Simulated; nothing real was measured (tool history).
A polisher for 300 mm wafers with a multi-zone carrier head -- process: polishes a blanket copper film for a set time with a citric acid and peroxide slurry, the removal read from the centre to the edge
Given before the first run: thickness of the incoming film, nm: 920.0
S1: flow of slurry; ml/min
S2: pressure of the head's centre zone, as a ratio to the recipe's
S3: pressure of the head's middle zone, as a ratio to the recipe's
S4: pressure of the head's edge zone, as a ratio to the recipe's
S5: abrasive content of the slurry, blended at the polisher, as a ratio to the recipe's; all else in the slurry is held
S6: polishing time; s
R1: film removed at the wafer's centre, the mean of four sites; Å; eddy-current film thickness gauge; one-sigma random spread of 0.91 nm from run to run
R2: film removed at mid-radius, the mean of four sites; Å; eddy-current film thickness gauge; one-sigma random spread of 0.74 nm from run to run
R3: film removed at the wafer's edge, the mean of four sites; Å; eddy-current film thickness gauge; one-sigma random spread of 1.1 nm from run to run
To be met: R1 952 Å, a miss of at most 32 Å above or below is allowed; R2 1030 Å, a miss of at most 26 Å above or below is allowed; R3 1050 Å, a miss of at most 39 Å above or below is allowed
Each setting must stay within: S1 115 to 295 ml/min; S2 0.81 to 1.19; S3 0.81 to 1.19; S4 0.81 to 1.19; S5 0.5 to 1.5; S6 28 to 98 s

run 1 day=0 | S1=190 S2=1 S3=1 S4=1 S5=1 S6=63 | R1=1903.2 R2=1893.8 R3=1905.7
run 2 day=0.125 | S1=190 S2=1 S3=0.97 S4=1 S5=1 S6=63 | R1=1915 R2=1831.7 R3=1911.9
run 3 day=0.196 | S1=190 S2=1 S3=0.97 S4=0.97 S5=1 S6=63 | R1=1902.8 R2=1838.8 R3=1865.5
run 4 day=0.35 | S1=180 S2=0.95 S3=0.94 S4=0.94 S5=0.85 S6=57 | R1=1577.3 R2=1560 R3=1637.9
run 5 day=0.592 | S1=175 S2=0.93 S3=0.94 S4=0.91 S5=0.75 S6=51 | R1=1319 R2=1343.5 R3=1374.1
run 6 day=0.729 | S1=175 S2=0.93 S3=0.87 S4=0.91 S5=0.75 S6=51 | R1=1329.4 R2=1285.1 R3=1379.1
run 7 day=1.104 | S1=170 S2=0.91 S3=0.88 S4=0.89 S5=0.7 S6=49 | R1=1235.5 R2=1199.9 R3=1272.3
run 8 day=1.358 | S1=160 S2=0.88 S3=0.89 S4=0.88 S5=0.65 S6=48 | R1=1146.8 R2=1166.5 R3=1223
run 9 day=1.629 | S1=155 S2=0.86 S3=0.89 S4=0.86 S5=0.6 S6=47 | R1=1051.1 R2=1116.8 R3=1147.9

5 candidate next runs follow, results not yet known. Just one meets every target within its allowed miss. Identify it.
run A day=1.9 | S1=175 S2=0.9 S3=0.99 S4=0.81 S5=0.5 S6=41 | R1=? R2=? R3=?
run B day=1.9 | S1=215 S2=0.9 S3=1.07 S4=0.81 S5=0.65 S6=38 | R1=? R2=? R3=?
run C day=1.9 | S1=160 S2=0.89 S3=0.84 S4=0.81 S5=0.7 S6=41 | R1=? R2=? R3=?
run D day=1.9 | S1=180 S2=0.82 S3=0.88 S4=0.81 S5=0.5 S6=45 | R1=? R2=? R3=?
run E day=1.9 | S1=215 S2=1.09 S3=1.05 S4=0.81 S5=0.65 S6=41 | R1=? R2=? R3=?

move=A R1=945.21 R2=1027.2 R3=954.22
move=B R1=957.4 R2=1101.8 R3=956.93
move=C R1=1001 R2=973.71 R3=1029
move=D R1=947.1 R2=1034.4 R3=1051.2
move=E R1=1252.7 R2=1170.1 R3=1032.7
A: puts the biggest miss on target and leaves a different result outside tolerance
B: an improvement on the last run, though not all results are within tolerance
C: pushes the last run's worst result past its target
D: hits every target within its allowed miss
E: misses by more than the last run did
The right move is D.
